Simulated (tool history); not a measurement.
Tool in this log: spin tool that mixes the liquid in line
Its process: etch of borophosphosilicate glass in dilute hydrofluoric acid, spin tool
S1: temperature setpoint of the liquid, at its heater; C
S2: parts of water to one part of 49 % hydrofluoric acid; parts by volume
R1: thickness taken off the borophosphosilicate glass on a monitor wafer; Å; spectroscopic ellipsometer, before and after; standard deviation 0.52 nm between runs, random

{"run": 1, "hour": 0.0, "S1": 22.0, "S2": 230, "time under the liquid (s)": 230, "R1": 334.75}
{"run": 2, "hour": 6.0, "S1": 22.0, "S2": 230, "time under the liquid (s)": 250, "R1": 365.58}
{"run": 3, "hour": 7.9, "S1": 24.5, "S2": 190, "time under the liquid (s)": 250, "R1": 506.55}
{"run": 4, "hour": 11.4, "S1": 26.0, "S2": 165, "time under the liquid (s)": 250, "R1": 625.35}
{"run": 5, "hour": 13.2, "S1": 22.5, "S2": 165, "time under the liquid (s)": 250, "R1": 553.23}
{"run": 6, "hour": 17.6, "S1": 22.5, "S2": 165, "time under the liquid (s)": 250, "R1": 557.0}
{"run": 7, "hour": 19.6, "S1": 24.5, "S2": 145, "time under the liquid (s)": 250, "R1": 694.66}

Expected results for the next run?
{"run": 8, "hour": 24.2, "S1": 26.0, "S2": 135, "time under the liquid (s)": 250, "R1": "?"}

Run 8 yielded R1 802.04 Å.
